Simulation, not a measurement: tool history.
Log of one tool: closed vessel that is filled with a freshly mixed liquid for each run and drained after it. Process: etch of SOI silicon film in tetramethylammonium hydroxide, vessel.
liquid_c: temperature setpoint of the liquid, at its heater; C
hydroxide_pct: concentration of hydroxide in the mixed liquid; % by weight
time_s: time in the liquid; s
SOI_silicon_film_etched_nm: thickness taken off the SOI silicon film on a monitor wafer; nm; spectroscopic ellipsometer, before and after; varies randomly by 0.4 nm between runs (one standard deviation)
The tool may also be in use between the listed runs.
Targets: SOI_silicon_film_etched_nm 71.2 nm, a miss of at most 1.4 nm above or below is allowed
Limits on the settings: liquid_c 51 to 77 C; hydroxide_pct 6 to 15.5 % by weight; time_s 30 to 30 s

Run 1, hour 0: liquid_c 64 C, hydroxide_pct 10.5 % by weight, time_s 30 s. Result: SOI_silicon_film_etched_nm 141.29 nm.
Run 2, hour 7.2: liquid_c 60.5 C, hydroxide_pct 10.5 % by weight, time_s 30 s. Result: SOI_silicon_film_etched_nm 114.62 nm.
Run 3, hour 15.1: liquid_c 60.5 C, hydroxide_pct 12.5 % by weight, time_s 30 s. Result: SOI_silicon_film_etched_nm 106.05 nm.
Run 4, hour 20.4: liquid_c 60.5 C, hydroxide_pct 14 % by weight, time_s 30 s. Result: SOI_silicon_film_etched_nm 100.93 nm.
Run 5, hour 24.8: liquid_c 65.5 C, hydroxide_pct 14 % by weight, time_s 30 s. Result: SOI_silicon_film_etched_nm 136.9 nm.
Run 6, hour 30.9: liquid_c 62.5 C, hydroxide_pct 14 % by weight, time_s 30 s. Result: SOI_silicon_film_etched_nm 113.25 nm.
Run 7, hour 34.3: liquid_c 60 C, hydroxide_pct 14 % by weight, time_s 30 s. Result: SOI_silicon_film_etched_nm 97.99 nm.
Run 8, hour 38.4: liquid_c 58.5 C, hydroxide_pct 14 % by weight, time_s 30 s. Result: SOI_silicon_film_etched_nm 88.752 nm.
Run 9, hour 47.5: liquid_c 57.5 C, hydroxide_pct 14 % by weight, time_s 30 s. Result: SOI_silicon_film_etched_nm 82.776 nm.
Run 10, hour 50.6: liquid_c 57 C, hydroxide_pct 14 % by weight, time_s 30 s. Result: SOI_silicon_film_etched_nm 81.323 nm.
Run 11, hour 58.8: liquid_c 54.5 C, hydroxide_pct 14 % by weight, time_s 30 s. Result: SOI_silicon_film_etched_nm 68.709 nm.

4 next moves are on the table. One of them brings every result within its allowed miss. Which?
Run A, hour 67: liquid_c 54.5 C, hydroxide_pct 14.5 % by weight, time_s 30 s. Result: SOI_silicon_film_etched_nm ?.
Run B, hour 67: liquid_c 54 C, hydroxide_pct 14 % by weight, time_s 30 s. Result: SOI_silicon_film_etched_nm ?.
Run C, hour 67: liquid_c 55.5 C, hydroxide_pct 14.5 % by weight, time_s 30 s. Result: SOI_silicon_film_etched_nm ?.
Run D, hour 67: liquid_c 55 C, hydroxide_pct 15 % by weight, time_s 30 s. Result: SOI_silicon_film_etched_nm ?.

move  SOI_silicon_film_etched_nm
   A                       67.31
   B                      66.363
   C                      71.806
   D                       68.24
A: lands further from the targets than the last run did
B: lands further from the targets than the last run did
C: hits every target within its allowed miss
D: lands further from the targets than the last run did
The move that meets every target is C.

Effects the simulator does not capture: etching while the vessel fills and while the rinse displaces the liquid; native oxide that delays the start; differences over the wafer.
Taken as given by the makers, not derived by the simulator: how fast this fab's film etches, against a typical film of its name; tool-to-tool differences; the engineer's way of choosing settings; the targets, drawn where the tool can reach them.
